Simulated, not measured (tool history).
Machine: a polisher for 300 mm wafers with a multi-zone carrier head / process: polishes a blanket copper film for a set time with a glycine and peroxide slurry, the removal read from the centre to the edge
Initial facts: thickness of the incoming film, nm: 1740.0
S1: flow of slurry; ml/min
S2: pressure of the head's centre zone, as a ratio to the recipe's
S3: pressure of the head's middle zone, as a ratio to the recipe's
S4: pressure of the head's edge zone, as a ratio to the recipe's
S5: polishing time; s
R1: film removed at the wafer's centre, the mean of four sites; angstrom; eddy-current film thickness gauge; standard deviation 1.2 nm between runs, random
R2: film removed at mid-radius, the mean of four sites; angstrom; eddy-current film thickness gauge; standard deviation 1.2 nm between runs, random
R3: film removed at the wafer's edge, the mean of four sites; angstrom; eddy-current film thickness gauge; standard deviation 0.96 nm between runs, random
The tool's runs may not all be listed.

{"run": 1, "day": 0.0, "S1": 185, "S2": 1.0, "S3": 1.0, "S4": 1.0, "S5": 48, "R1": 2422.8, "R2": 2344.9, "R3": 2383.0}
{"run": 2, "day": 0.375, "S1": 185, "S2": 1.0, "S3": 1.0, "S4": 1.0, "S5": 39, "R1": 1976.9, "R2": 1928.6, "R3": 1934.5}
{"run": 3, "day": 0.725, "S1": 185, "S2": 1.0, "S3": 1.0, "S4": 1.03, "S5": 39, "R1": 1958.6, "R2": 1942.3, "R3": 1945.8}
{"run": 4, "day": 1.033, "S1": 185, "S2": 0.99, "S3": 1.01, "S4": 0.99, "S5": 36, "R1": 1783.3, "R2": 1770.8, "R3": 1772.9}
{"run": 5, "day": 1.254, "S1": 185, "S2": 0.99, "S3": 0.97, "S4": 0.99, "S5": 36, "R1": 1812.3, "R2": 1752.3, "R3": 1777.5}
{"run": 6, "day": 1.588, "S1": 185, "S2": 0.99, "S3": 0.97, "S4": 1.05, "S5": 36, "R1": 1808.1, "R2": 1727.0, "R3": 1805.6}
{"run": 7, "day": 1.612, "S1": 185, "S2": 0.99, "S3": 0.97, "S4": 1.05, "S5": 36, "R1": 1767.7, "R2": 1698.5, "R3": 1815.6}
{"run": 8, "day": 1.758, "S1": 175, "S2": 0.97, "S3": 0.97, "S4": 0.99, "S5": 35, "R1": 1732.5, "R2": 1670.6, "R3": 1711.5}
{"run": 9, "day": 2.071, "S1": 165, "S2": 0.94, "S3": 0.98, "S4": 0.95, "S5": 34, "R1": 1609.9, "R2": 1639.2, "R3": 1647.0}

For run 10, what comes out?
{"run": 10, "day": 2.192, "S1": 160, "S2": 0.94, "S3": 0.99, "S4": 0.91, "S5": 33, "R1": "?", "R2": "?", "R3": "?"}

{"run 10": {"R1": 1554.3, "R2": 1555.5, "R3": 1598.6}}

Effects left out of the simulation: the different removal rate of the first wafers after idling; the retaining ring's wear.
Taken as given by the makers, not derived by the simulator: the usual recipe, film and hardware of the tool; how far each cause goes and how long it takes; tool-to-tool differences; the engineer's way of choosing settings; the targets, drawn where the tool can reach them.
